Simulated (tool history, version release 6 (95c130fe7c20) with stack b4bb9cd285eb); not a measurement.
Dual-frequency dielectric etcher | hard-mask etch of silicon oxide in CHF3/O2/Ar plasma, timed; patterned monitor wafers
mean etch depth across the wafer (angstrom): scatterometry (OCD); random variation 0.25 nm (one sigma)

run	hour	source power (W)	bias power (W)	etch time (s)	mean etch depth across the wafer (angstrom)
1	0	640	149	21.5	408.12
2	5.2	610	147	21.5	395.7
3	9.9	590	146	21.5	391.6
4	17.5	570	145	21.5	383.3
5	24.4	570	166	21.5	399.18
6	31.4	620	166	21.5	416.71

Run 7 comes next. What will it give?
7	39.3	590	164	21.5	?

{"run 7": {"mean etch depth across the wafer (angstrom)": 407.06}}
